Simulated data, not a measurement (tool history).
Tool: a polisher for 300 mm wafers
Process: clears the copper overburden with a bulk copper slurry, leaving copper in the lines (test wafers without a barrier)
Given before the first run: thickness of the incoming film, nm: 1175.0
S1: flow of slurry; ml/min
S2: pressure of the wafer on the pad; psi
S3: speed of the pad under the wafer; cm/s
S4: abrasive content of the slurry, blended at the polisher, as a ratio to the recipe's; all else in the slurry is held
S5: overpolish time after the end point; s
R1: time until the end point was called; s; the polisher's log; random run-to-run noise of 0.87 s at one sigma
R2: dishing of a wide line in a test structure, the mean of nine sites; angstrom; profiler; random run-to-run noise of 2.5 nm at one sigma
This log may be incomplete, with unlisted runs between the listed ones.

run	hour	S1	S2	S3	S4	S5	R1	R2
1	0	200	1.8	136	1	19	153.6	825.28
2	8.3	180	1.8	136	1	19	153.84	809.22
3	9.5	155	1.8	136	1	19	158.3	810.61
4	11.5	160	2	138	1	19	139.91	863.74
5	12.3	165	2.2	140	1	19	124.1	920.65
6	18	170	2.3	142	1	19	118.85	974.43

Forecast run 7:
7	23.5	170	2.8	166	1	15	?	?

Run 7 measured R1 82.861 s, R2 1055.3 angstrom.
